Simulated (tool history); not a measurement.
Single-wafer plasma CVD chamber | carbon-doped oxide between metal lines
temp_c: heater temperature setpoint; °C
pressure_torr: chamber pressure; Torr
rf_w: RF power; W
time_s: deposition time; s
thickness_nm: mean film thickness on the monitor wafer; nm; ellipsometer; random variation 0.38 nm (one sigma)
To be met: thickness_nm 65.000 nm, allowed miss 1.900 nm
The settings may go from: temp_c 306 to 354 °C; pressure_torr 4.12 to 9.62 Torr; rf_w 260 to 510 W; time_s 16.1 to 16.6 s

run,hour,temp_c,pressure_torr,rf_w,time_s,thickness_nm
1,0.0,330,6.87,385,16.1,76.501
2,1.9,322,6.87,385,16.1,78.931
3,3.6,324,6.78,370,16.1,74.517
4,11.7,324,6.78,370,16.1,75.331
5,13.4,324,6.78,425,16.1,85.520
6,17.7,326,6.66,405,16.1,80.075
7,22.2,328,6.31,395,16.1,77.521
8,27.5,340,5.71,335,16.1,62.277

4 next moves are on the table. One of them brings every result within its allowed miss. Which?
A,32.8,341,5.42,310,16.1,?
B,32.8,317,6.15,295,16.6,?
C,32.8,343,5.04,335,16.1,?
D,32.8,342,5.51,340,16.6,?

move,thickness_nm
A,57.080
B,62.430
C,60.884
D,64.894
A: further off than the last run
B: nearer than the last run, and not there yet
C: further off than the last run
D: meets every target
Move D is the one to make.

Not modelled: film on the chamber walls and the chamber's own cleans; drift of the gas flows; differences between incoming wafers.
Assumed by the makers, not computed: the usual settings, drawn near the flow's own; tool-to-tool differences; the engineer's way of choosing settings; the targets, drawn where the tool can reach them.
